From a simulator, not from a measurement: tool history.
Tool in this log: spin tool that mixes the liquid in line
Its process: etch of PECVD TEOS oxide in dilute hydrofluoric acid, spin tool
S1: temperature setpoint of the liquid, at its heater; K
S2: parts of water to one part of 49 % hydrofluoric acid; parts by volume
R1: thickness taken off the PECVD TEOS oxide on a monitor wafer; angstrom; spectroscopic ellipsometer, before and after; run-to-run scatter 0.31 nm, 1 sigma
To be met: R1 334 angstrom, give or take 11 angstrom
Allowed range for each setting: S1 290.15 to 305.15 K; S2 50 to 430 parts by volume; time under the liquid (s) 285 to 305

run 1 hour=0 | S1=297.15 S2=240 time_under_the_liquid_(s)=285 | R1=177.3
run 2 hour=8.7 | S1=298.65 S2=240 time_under_the_liquid_(s)=285 | R1=189.87
run 3 hour=9.7 | S1=298.65 S2=240 time_under_the_liquid_(s)=305 | R1=200.72
run 4 hour=14 | S1=298.65 S2=240 time_under_the_liquid_(s)=285 | R1=187.54
run 5 hour=16.1 | S1=300.15 S2=225 time_under_the_liquid_(s)=285 | R1=212.15
run 6 hour=20.2 | S1=300.15 S2=225 time_under_the_liquid_(s)=285 | R1=212.42
run 7 hour=22.8 | S1=301.15 S2=210 time_under_the_liquid_(s)=285 | R1=238.4
run 8 hour=30.3 | S1=302.15 S2=200 time_under_the_liquid_(s)=285 | R1=263.33
run 9 hour=38.6 | S1=302.65 S2=195 time_under_the_liquid_(s)=285 | R1=283.07
run 10 hour=40.5 | S1=303.15 S2=190 time_under_the_liquid_(s)=285 | R1=288.29

Exactly one of the 4 candidate moves below puts every result within its allowed miss. Which one?
run A hour=42.4 | S1=304.65 S2=235 time_under_the_liquid_(s)=305 | R1=?
run B hour=42.4 | S1=303.65 S2=175 time_under_the_liquid_(s)=290 | R1=?
run C hour=42.4 | S1=302.65 S2=220 time_under_the_liquid_(s)=295 | R1=?
run D hour=42.4 | S1=303.15 S2=185 time_under_the_liquid_(s)=290 | R1=?

move=A R1=251.18
move=B R1=334.04
move=C R1=247.02
move=D R1=306.6
A: further off than the last run
B: every result within its allowed miss
C: further off than the last run
D: nearer than the last run, and not there yet
Correct choice: B, which meets every target

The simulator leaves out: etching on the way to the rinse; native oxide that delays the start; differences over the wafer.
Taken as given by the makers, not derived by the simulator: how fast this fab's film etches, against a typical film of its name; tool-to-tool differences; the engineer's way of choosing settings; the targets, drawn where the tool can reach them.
